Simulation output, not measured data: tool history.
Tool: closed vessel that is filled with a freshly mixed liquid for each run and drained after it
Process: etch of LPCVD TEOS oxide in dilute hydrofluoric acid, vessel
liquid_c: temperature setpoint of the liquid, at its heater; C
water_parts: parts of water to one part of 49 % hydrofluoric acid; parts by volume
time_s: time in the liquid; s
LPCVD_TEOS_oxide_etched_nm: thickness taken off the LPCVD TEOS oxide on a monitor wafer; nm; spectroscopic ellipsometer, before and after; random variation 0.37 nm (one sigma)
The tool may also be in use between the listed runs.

run    day  liquid_c  water_parts  time_s  LPCVD_TEOS_oxide_etched_nm
  1      0        24          215     195                      42.105
  2  0.283      25.5          210     195                      46.096
  3  0.504        27          210     195                       48.59
  4  0.629      28.5          210     195                      51.003
  5  0.812        29          205     195                      53.413
  6   0.85      29.5          205     195                      54.263
  7  1.029        30          205     195                      55.868

Forecast run 8:
  8  1.254      30.5          205     195                           ?

Run 8 gave LPCVD_TEOS_oxide_etched_nm 56.663 nm.
